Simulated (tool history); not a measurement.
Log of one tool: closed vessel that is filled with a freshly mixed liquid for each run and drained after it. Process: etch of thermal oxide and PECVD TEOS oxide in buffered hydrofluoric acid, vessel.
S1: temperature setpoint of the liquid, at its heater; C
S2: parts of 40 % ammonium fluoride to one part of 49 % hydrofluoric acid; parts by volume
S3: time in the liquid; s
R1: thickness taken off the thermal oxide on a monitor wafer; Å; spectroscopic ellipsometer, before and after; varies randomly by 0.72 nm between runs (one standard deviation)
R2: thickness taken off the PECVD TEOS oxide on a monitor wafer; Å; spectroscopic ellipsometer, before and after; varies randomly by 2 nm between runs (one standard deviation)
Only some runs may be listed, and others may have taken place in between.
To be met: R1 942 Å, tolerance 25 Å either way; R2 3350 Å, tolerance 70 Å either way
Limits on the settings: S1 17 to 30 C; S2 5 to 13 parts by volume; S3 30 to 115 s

| run | day | S1 | S2 | S3 | R1 | R2 |
|---|---|---|---|---|---|---|
| 1 | 0 | 22 | 8 | 60 | 721.11 | 2561.2 |
| 2 | 0.362 | 22.5 | 8 | 60 | 742.25 | 2669.2 |
| 3 | 0.533 | 22.5 | 6.5 | 60 | 913.64 | 3283 |
| 4 | 0.917 | 22.5 | 7.5 | 60 | 799.71 | 2832.7 |
| 5 | 1.071 | 23 | 7.5 | 60 | 827.17 | 2910.3 |
| 6 | 1.267 | 23 | 7.5 | 85 | 1167.7 | 4161.8 |
| 7 | 1.458 | 22.5 | 7.5 | 85 | 1130 | 4045.8 |
| 8 | 1.638 | 18.5 | 7.5 | 85 | 913.59 | 3242.8 |

Below are 4 possible settings for the next run. Only one of them brings all results inside the allowed miss of their targets. Which is it?
| A | 1.817 | 17 | 8 | 95 | ? | ? |
| B | 1.817 | 28.5 | 7 | 45 | ? | ? |
| C | 1.817 | 18 | 7 | 85 | ? | ? |
| D | 1.817 | 17 | 9.5 | 115 | ? | ? |

| move | R1 | R2 |
|---|---|---|
| A | 861.38 | 3085.1 |
| B | 886.54 | 3175.2 |
| C | 942.56 | 3375.9 |
| D | 886.83 | 3176.2 |
A: moves away from the targets compared with the last run
B: moves away from the targets compared with the last run
C: all results land within tolerance of their targets
D: moves away from the targets compared with the last run
The move that meets every target is C.
